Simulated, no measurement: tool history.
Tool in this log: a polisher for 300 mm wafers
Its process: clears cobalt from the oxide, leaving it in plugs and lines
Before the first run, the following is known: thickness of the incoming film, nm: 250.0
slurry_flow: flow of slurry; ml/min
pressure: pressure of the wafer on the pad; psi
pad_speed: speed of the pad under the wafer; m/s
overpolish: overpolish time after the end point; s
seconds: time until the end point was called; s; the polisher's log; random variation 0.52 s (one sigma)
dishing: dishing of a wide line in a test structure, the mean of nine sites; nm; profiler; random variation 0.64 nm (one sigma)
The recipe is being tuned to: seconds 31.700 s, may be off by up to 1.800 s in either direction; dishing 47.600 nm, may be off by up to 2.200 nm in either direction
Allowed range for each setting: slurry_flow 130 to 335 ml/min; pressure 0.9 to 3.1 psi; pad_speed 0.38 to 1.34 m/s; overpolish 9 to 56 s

run    day  slurry_flow  pressure  pad_speed  overpolish  seconds  dishing
  1  0.000          215       2.0       0.86          29   52.198   68.826
  2  0.317          215       1.7       0.86          29   61.883   65.230
  3  0.638          215       1.4       0.86          29   73.175   57.628
  4  0.829          215       1.9       0.86          29   54.445   69.325
  5  1.100          245       1.8       0.98          24   48.012   64.867
  6  1.404          245       1.8       0.98          33   49.773   74.573
  7  1.717          265       1.7       1.06          27   46.780   68.449
  8  1.838          265       1.7       1.06          27   48.552   69.447
  9  2.183          235       1.7       1.12          23   46.641   65.061
 10  2.458          260       1.7       1.18          20   42.844   62.601
 11  2.667          280       1.7       1.22          17   41.916   60.684
 12  2.758          220       2.3       1.12           9   34.116   43.911
 13  2.896          225       2.3       1.12           9   34.576   44.991
 14  3.075          225       2.5       1.12          10   31.411   50.852
 15  3.325          220       2.5       1.12          10   31.507   49.365
 16  3.692          215       2.5       1.12          10   32.041   50.061
 17  3.792          205       2.5       1.12          10   33.119   51.706
 18  3.975          215       2.5       1.12          10   32.219   51.294
 19  4.183          230       2.5       1.10          10   32.816   50.592
 20  4.333          220       2.5       1.10          10   32.235   49.851

4 next moves are on the table. One of them brings every result within its allowed miss. Which?
  A  4.483          240       2.4       1.04          12        ?        ?
  B  4.483          215       2.2       1.26           9        ?        ?
  C  4.483          270       2.6       1.02          11        ?        ?
  D  4.483          190       2.5       1.06          13        ?        ?

move  seconds  dishing
   A   35.626   53.932
   B   32.604   47.442
   C   33.134   53.440
   D   34.710   57.424
A: moves away from the targets compared with the last run
B: every result within its allowed miss
C: moves away from the targets compared with the last run
D: moves away from the targets compared with the last run
The right move is B.
